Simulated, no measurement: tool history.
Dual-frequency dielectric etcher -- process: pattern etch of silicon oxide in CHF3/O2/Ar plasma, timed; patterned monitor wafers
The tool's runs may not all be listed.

run	hour	source power (W)	bias power (W)	etch time (s)	mean etch depth across the wafer (Å)
1	0	650	159	354	7214
2	2	590	141	345	6399.9
3	9.8	590	141	322.5	5964.5
4	13.9	590	141	322.5	5964.6
5	17.4	590	141	322.5	5957.3
6	19.9	690	141	322.5	6405.2
7	22.1	620	138	322.5	6046.3

Run 8 has not been measured yet. What should we expect?
8	29	580	136	322.5	?

mean etch depth across the wafer (Å): 5818.1
